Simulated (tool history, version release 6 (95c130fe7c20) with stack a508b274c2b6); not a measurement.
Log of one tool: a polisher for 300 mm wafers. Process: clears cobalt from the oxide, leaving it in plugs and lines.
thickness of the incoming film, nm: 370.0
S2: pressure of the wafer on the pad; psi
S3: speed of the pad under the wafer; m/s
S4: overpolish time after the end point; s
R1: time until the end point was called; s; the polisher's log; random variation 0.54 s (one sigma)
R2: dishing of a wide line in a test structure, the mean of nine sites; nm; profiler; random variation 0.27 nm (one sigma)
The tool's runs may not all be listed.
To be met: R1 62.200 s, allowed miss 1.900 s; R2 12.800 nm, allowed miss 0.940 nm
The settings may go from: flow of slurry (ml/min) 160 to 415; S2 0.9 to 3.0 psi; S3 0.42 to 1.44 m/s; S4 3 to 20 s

Run 1, day 0.000: flow of slurry (ml/min) 265, S2 1.9 psi, S3 0.92 m/s, S4 10 s. Result: R1 101.360 s, R2 13.116 nm.
Run 2, day 0.083: flow of slurry (ml/min) 265, S2 1.9 psi, S3 0.78 m/s, S4 10 s. Result: R1 115.200 s, R2 12.170 nm.
Run 3, day 0.338: flow of slurry (ml/min) 265, S2 2.0 psi, S3 0.78 m/s, S4 10 s. Result: R1 111.070 s, R2 12.446 nm.
Run 4, day 0.529: flow of slurry (ml/min) 265, S2 2.1 psi, S3 0.78 m/s, S4 9 s. Result: R1 104.960 s, R2 12.288 nm.
Run 5, day 0.838: flow of slurry (ml/min) 265, S2 2.2 psi, S3 0.78 m/s, S4 9 s. Result: R1 101.840 s, R2 12.829 nm.
Run 6, day 0.896: flow of slurry (ml/min) 265, S2 1.9 psi, S3 0.78 m/s, S4 9 s. Result: R1 115.560 s, R2 12.119 nm.
Run 7, day 1.162: flow of slurry (ml/min) 270, S2 2.0 psi, S3 0.78 m/s, S4 8 s. Result: R1 110.220 s, R2 11.557 nm.
Run 8, day 1.258: flow of slurry (ml/min) 275, S2 2.1 psi, S3 0.78 m/s, S4 8 s. Result: R1 104.990 s, R2 11.919 nm.
Run 9, day 1.388: flow of slurry (ml/min) 275, S2 2.1 psi, S3 0.78 m/s, S4 8 s. Result: R1 105.320 s, R2 12.211 nm.
Run 10, day 1.692: flow of slurry (ml/min) 265, S2 2.2 psi, S3 0.80 m/s, S4 7 s. Result: R1 97.967 s, R2 11.804 nm.
Run 11, day 1.825: flow of slurry (ml/min) 265, S2 2.3 psi, S3 0.80 m/s, S4 7 s. Result: R1 96.669 s, R2 11.529 nm.
Run 12, day 2.088: flow of slurry (ml/min) 270, S2 2.4 psi, S3 0.82 m/s, S4 7 s. Result: R1 90.196 s, R2 11.842 nm.
Run 13, day 2.188: flow of slurry (ml/min) 270, S2 2.5 psi, S3 0.84 m/s, S4 7 s. Result: R1 85.933 s, R2 12.259 nm.
Run 14, day 2.254: flow of slurry (ml/min) 270, S2 2.6 psi, S3 0.86 m/s, S4 7 s. Result: R1 81.606 s, R2 12.590 nm.

Which of these 4 next moves meets every target?
Run A, day 2.321: flow of slurry (ml/min) 330, S2 2.8 psi, S3 1.28 m/s, S4 6 s. Result: R1 ?, R2 ?.
Run B, day 2.321: flow of slurry (ml/min) 300, S2 3.0 psi, S3 1.16 m/s, S4 9 s. Result: R1 ?, R2 ?.
Run C, day 2.321: flow of slurry (ml/min) 355, S2 2.9 psi, S3 1.06 m/s, S4 7 s. Result: R1 ?, R2 ?.
Run D, day 2.321: flow of slurry (ml/min) 315, S2 3.0 psi, S3 1.24 m/s, S4 5 s. Result: R1 ?, R2 ?.

move      R1      R2
   A  54.447  12.737
   B  55.958  13.229
   C  61.180  12.823
   D  52.801  12.389
A: takes the result that was furthest off past its target
B: takes the result that was furthest off past its target
C: meets every target
D: takes the result that was furthest off past its target
Answer: C

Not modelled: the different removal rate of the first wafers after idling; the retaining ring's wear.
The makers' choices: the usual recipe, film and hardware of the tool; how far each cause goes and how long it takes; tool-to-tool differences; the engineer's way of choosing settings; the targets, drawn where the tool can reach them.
